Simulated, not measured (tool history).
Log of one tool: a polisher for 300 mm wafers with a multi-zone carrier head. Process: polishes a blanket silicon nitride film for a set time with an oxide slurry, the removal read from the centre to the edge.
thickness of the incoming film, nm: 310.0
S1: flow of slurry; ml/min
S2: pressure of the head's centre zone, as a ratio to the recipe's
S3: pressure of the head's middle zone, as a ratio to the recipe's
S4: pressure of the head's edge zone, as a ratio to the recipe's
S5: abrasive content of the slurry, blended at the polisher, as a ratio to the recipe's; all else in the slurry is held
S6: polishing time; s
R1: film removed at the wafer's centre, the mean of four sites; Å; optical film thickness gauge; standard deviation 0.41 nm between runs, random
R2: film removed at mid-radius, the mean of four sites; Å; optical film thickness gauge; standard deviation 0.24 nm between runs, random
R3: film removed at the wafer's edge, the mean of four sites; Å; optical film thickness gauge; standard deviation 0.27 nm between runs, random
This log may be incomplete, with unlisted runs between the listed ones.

run	day	S1	S2	S3	S4	S5	S6	R1	R2	R3
1	0.000	265	1.00	1.00	1.00	1.00	85	483.66	505.81	524.33
2	0.033	260	0.99	0.98	0.99	0.95	84	459.11	476.76	495.51
3	0.071	260	0.99	0.98	0.99	0.85	84	411.92	430.14	454.28
4	0.254	260	0.99	0.98	0.99	0.85	96	477.81	495.56	509.50
5	0.550	260	0.99	0.98	0.99	0.85	77	384.25	393.87	416.82
6	0.738	260	0.99	0.98	0.99	1.00	77	441.96	447.50	466.70
7	1.008	255	0.98	0.96	0.99	0.95	77	413.20	426.98	455.08
8	1.325	240	1.03	0.86	0.89	0.70	74	314.77	282.19	309.53
9	1.579	315	0.95	0.85	0.99	0.65	74	264.22	257.93	303.31

Expected results for the next run?
10	1.833	315	0.96	0.86	1.00	0.65	74	?	?	?

Logged for run 10: R1 279.04 Å, R2 265.31 Å, R3 309.70 Å.
